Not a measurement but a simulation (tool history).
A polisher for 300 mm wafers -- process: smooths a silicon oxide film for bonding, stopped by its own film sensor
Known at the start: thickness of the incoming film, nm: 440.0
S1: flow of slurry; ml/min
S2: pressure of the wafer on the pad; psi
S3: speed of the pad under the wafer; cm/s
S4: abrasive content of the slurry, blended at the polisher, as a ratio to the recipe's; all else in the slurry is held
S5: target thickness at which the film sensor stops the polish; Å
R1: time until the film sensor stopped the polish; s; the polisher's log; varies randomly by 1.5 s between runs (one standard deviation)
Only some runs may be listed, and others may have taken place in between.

{"run": 1, "day": 0.0, "S1": 165, "S2": 1.6, "S3": 98, "S4": 1, "S5": 3410, "R1": 202.63}
{"run": 2, "day": 0.096, "S1": 165, "S2": 2, "S3": 98, "S4": 1, "S5": 3410, "R1": 169.06}
{"run": 3, "day": 0.358, "S1": 165, "S2": 1.7, "S3": 98, "S4": 1, "S5": 3410, "R1": 192.3}
{"run": 4, "day": 0.554, "S1": 165, "S2": 1.7, "S3": 98, "S4": 1, "S5": 3410, "R1": 197.64}
{"run": 5, "day": 0.721, "S1": 165, "S2": 2, "S3": 104, "S4": 1, "S5": 3410, "R1": 168.06}
{"run": 6, "day": 1.046, "S1": 165, "S2": 2, "S3": 90, "S4": 1, "S5": 3410, "R1": 186.6}
{"run": 7, "day": 1.067, "S1": 170, "S2": 2.2, "S3": 102, "S4": 1, "S5": 3410, "R1": 153.88}
{"run": 8, "day": 1.133, "S1": 170, "S2": 2.3, "S3": 110, "S4": 1, "S5": 3410, "R1": 140.22}
{"run": 9, "day": 1.183, "S1": 170, "S2": 2.4, "S3": 118, "S4": 1, "S5": 3410, "R1": 127.59}
{"run": 10, "day": 1.362, "S1": 170, "S2": 2.5, "S3": 124, "S4": 1, "S5": 3410, "R1": 117.89}
{"run": 11, "day": 1.429, "S1": 170, "S2": 2.5, "S3": 128, "S4": 1, "S5": 3410, "R1": 114.38}

Run 12 comes next. What will it give?
{"run": 12, "day": 1.45, "S1": 170, "S2": 2.5, "S3": 128, "S4": 1, "S5": 3410, "R1": "?"}

{"run 12": {"R1": 116.57}}
